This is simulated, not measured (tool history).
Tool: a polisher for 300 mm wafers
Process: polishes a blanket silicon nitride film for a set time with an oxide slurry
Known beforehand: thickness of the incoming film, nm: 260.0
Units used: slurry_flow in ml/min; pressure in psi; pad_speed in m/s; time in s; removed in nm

Run 1, hour 0: slurry_flow 215 ml/min, pressure 4 psi, pad_speed 0.86 m/s, slurry_solids 1, time 37 s. Result: removed 18.517 nm.
Run 2, hour 3: slurry_flow 215 ml/min, pressure 3.8 psi, pad_speed 0.86 m/s, slurry_solids 1, time 37 s. Result: removed 17.773 nm.
Run 3, hour 10.8: slurry_flow 215 ml/min, pressure 3.6 psi, pad_speed 0.86 m/s, slurry_solids 1, time 37 s. Result: removed 16.508 nm.
Run 4, hour 11.8: slurry_flow 215 ml/min, pressure 3.5 psi, pad_speed 0.86 m/s, slurry_solids 1, time 37 s. Result: removed 16.468 nm.
Run 5, hour 16.2: slurry_flow 215 ml/min, pressure 3.5 psi, pad_speed 0.86 m/s, slurry_solids 1, time 37 s. Result: removed 16.562 nm.
At hour 23.3: slurry blender recalibrated.
Run 6, hour 23.3: slurry_flow 215 ml/min, pressure 3.5 psi, pad_speed 0.96 m/s, slurry_solids 1, time 37 s. Result: removed 22.682 nm.

Run 7 has not been measured yet. What should we expect?
Run 7, hour 26.9: slurry_flow 215 ml/min, pressure 3.2 psi, pad_speed 0.94 m/s, slurry_solids 1, time 37 s. Result: removed ?.

removed: 20.769 nm
